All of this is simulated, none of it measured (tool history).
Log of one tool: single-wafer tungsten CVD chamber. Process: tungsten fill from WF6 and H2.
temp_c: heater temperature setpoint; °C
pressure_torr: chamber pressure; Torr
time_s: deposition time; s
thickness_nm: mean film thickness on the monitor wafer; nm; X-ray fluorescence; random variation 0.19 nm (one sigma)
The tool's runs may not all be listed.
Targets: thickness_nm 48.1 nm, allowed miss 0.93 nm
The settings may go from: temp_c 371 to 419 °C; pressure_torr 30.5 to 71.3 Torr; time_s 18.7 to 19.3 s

run,hour,temp_c,pressure_torr,time_s,thickness_nm
1,0,395,50.9,18.7,58.289
2,2.8,394,50.8,18.7,57.337
3,5.2,394,43.3,18.7,53.937
4,12.8,403,43.3,18.7,63.283
5,14.9,401,43.2,18.7,60.919
6,23.8,401,49.7,18.7,63.55
7,27.3,399,49.6,18.7,61.928
# hour 35.9: thermocouple changed; heater temperature recalibrated
8,35.9,397,49.5,18.7,63.216
9,43.3,395,49.4,18.7,61.27
10,49,395,49.4,18.7,61.575
11,50.2,392,49.1,18.7,57.98
12,51.6,390,49,18.7,55.503
13,53,389,48.9,18.7,55.206
14,56.4,388,48.8,18.7,53.911
15,57.1,387,48.7,18.7,53.364
16,65.5,380,48.4,18.7,46.686

5 next moves are on the table. One of them brings every result within its allowed miss. Which?
A,73.9,381,52.1,19.3,?
B,73.9,380,47.7,19.3,?
C,73.9,380,58.5,18.8,?
D,73.9,386,41.2,18.9,?
E,73.9,377,52.6,18.7,?

move,thickness_nm
A,50.655
B,48.292
C,50.438
D,50.016
E,45.861
A: takes the result that was furthest off past its target
B: meets every target
C: takes the result that was furthest off past its target
D: takes the result that was furthest off past its target
E: further off than the last run
Answer: B

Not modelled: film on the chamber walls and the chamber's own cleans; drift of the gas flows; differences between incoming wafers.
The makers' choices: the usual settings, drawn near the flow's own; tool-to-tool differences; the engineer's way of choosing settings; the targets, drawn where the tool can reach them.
